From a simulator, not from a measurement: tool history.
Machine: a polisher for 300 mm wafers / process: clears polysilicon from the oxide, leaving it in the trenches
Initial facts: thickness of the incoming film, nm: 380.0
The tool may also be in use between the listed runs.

run  hour  flow of slurry (ml/min)  pressure of the wafer on the pad (psi)  speed of the pad under the wafer (m/s)  overpolish time after the end point (s)  time until the end point was called (s)  dishing of a wide line in a test structure (nm)
  1     0                      150                                     2.1                                    1.02                                        9                                   35.328                                           40.613
  2   8.9                      150                                     2.1                                    1.02                                       11                                   35.481                                           40.124
  3  16.1                      150                                     2.6                                    1.02                                       11                                   30.428                                           42.435
  4    23                      150                                     2.6                                    1.02                                        9                                   30.501                                           41.427
  5  30.1                      150                                     2.8                                    1.02                                        9                                   28.194                                           40.222
  6  30.9                      150                                     2.9                                       1                                        7                                   27.968                                           38.058
  7  34.8                      155                                       3                                    0.98                                        6                                   27.373                                           36.889
  8  43.6                      165                                     3.1                                    0.96                                        5                                   27.134                                           34.168
  9  52.2                      170                                     3.2                                    0.98                                        3                                   25.463                                           27.287
 10    55                      160                                     3.1                                    1.04                                        5                                   25.275                                           34.995

What will run 11 give?
 11    62                      165                                     3.1                                    1.04                                        5                                        ?                                                ?

Run 11 produced time until the end point was called (s) 25.641, dishing of a wide line in a test structure (nm) 35.877.
